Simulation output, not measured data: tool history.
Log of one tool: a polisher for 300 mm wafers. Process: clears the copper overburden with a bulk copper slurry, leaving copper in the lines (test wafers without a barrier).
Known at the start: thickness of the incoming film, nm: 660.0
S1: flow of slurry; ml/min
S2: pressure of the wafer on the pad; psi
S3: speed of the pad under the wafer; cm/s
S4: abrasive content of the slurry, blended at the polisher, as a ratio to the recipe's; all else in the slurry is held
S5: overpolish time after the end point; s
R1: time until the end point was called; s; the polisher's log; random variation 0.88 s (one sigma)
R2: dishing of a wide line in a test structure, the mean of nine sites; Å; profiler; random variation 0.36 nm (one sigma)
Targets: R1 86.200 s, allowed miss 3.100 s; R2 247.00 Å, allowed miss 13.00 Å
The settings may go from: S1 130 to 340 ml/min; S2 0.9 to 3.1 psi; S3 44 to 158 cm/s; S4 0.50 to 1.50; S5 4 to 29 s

| run | hour | S1 | S2 | S3 | S4 | S5 | R1 | R2 |
|---|---|---|---|---|---|---|---|---|
| 1 | 0.0 | 220 | 2.0 | 100 | 1.00 | 15 | 126.710 | 242.13 |
| 2 | 8.8 | 220 | 2.2 | 100 | 1.00 | 13 | 118.350 | 248.45 |
| 3 | 16.6 | 220 | 2.2 | 100 | 0.90 | 13 | 118.910 | 243.05 |
| 4 | 19.8 | 190 | 2.2 | 100 | 0.90 | 13 | 120.380 | 248.96 |
| 5 | 27.0 | 200 | 2.4 | 102 | 0.90 | 10 | 110.050 | 229.23 |
| 6 | 32.5 | 200 | 2.7 | 102 | 0.90 | 10 | 94.867 | 242.95 |
| 7 | 34.0 | 200 | 2.8 | 102 | 0.90 | 10 | 91.909 | 245.16 |
| 8 | 40.2 | 200 | 2.9 | 102 | 0.90 | 10 | 90.344 | 250.58 |

4 next moves are on the table. One of them brings every result within its allowed miss. Which?
| A | 46.4 | 230 | 2.8 | 120 | 1.00 | 9 | ? | ? |
| B | 46.4 | 215 | 3.0 | 118 | 0.95 | 8 | ? | ? |
| C | 46.4 | 240 | 2.7 | 110 | 1.10 | 9 | ? | ? |
| D | 46.4 | 210 | 3.0 | 100 | 0.75 | 10 | ? | ? |

| move | R1 | R2 |
|---|---|---|
| A | 79.528 | 252.00 |
| B | 76.753 | 247.76 |
| C | 86.477 | 245.84 |
| D | 93.107 | 249.83 |
A: takes the result that was furthest off past its target
B: takes the result that was furthest off past its target
C: meets every target
D: further off than the last run
The right move is C.
